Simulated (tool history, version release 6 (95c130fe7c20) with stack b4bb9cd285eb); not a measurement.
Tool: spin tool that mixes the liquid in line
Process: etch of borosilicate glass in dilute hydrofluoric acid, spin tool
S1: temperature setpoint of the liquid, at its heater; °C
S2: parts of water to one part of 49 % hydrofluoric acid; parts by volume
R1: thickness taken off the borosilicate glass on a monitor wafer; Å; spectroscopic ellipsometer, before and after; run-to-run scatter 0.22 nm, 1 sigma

run 1 hour=0 | S1=26 S2=285 time_under_the_liquid_(s)=270 | R1=323.35
run 2 hour=8.2 | S1=26 S2=285 time_under_the_liquid_(s)=270 | R1=325.74
run 3 hour=13.5 | S1=25 S2=285 time_under_the_liquid_(s)=270 | R1=312.11
run 4 hour=14.4 | S1=24.5 S2=285 time_under_the_liquid_(s)=270 | R1=306.75
run 5 hour=19 | S1=27.5 S2=285 time_under_the_liquid_(s)=270 | R1=340.82
run 6 hour=23.4 | S1=27.5 S2=285 time_under_the_liquid_(s)=270 | R1=339.75
run 7 hour=30.8 | S1=26.5 S2=285 time_under_the_liquid_(s)=270 | R1=331.01
run 8 hour=33.1 | S1=25.5 S2=285 time_under_the_liquid_(s)=270 | R1=321.78
run 9 hour=41 | S1=24.5 S2=285 time_under_the_liquid_(s)=270 | R1=307.64
run 10 hour=42 | S1=24 S2=285 time_under_the_liquid_(s)=270 | R1=307.43

Run 11, settings as shown, results not yet in. Your forecast:
run 11 hour=49.7 | S1=23.5 S2=285 time_under_the_liquid_(s)=270 | R1=?

{"run 11": {"R1": 296.75}}
